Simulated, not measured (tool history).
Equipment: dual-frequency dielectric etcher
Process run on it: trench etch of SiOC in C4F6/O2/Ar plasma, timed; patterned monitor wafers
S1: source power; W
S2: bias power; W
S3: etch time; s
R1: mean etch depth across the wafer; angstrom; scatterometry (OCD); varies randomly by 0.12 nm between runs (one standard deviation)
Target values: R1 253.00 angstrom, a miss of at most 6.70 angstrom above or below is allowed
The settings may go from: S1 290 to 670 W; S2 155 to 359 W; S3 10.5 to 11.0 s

{"run": 1, "hour": 0.0, "S1": 480, "S2": 257, "S3": 11.0, "R1": 283.79}
{"run": 2, "hour": 0.8, "S1": 480, "S2": 257, "S3": 10.5, "R1": 267.92}
{"run": 3, "hour": 7.1, "S1": 540, "S2": 257, "S3": 10.5, "R1": 285.74}
{"run": 4, "hour": 9.2, "S1": 520, "S2": 253, "S3": 10.5, "R1": 279.94}
{"run": 5, "hour": 14.4, "S1": 480, "S2": 253, "S3": 10.5, "R1": 267.05}
{"run": 6, "hour": 17.1, "S1": 470, "S2": 252, "S3": 10.5, "R1": 267.27}
{"run": 7, "hour": 25.5, "S1": 460, "S2": 250, "S3": 10.5, "R1": 260.35}
{"run": 8, "hour": 26.3, "S1": 460, "S2": 249, "S3": 10.5, "R1": 258.43}

Of the 5 settings listed for the next run, only one would bring every result within its allowed miss of target. Which one?
{"run": "A", "hour": 27.1, "S1": 410, "S2": 271, "S3": 11.0, "R1": "?"}
{"run": "B", "hour": 27.1, "S1": 410, "S2": 245, "S3": 11.0, "R1": "?"}
{"run": "C", "hour": 27.1, "S1": 470, "S2": 243, "S3": 11.0, "R1": "?"}
{"run": "D", "hour": 27.1, "S1": 470, "S2": 241, "S3": 11.0, "R1": "?"}
{"run": "E", "hour": 27.1, "S1": 540, "S2": 208, "S3": 10.5, "R1": "?"}

move=A R1=264.81
move=B R1=255.76
move=C R1=275.10
move=D R1=274.34
move=E R1=268.46
A: further off than the last run
B: in spec on every target
C: further off than the last run
D: further off than the last run
E: further off than the last run
Go with B: it meets all targets.
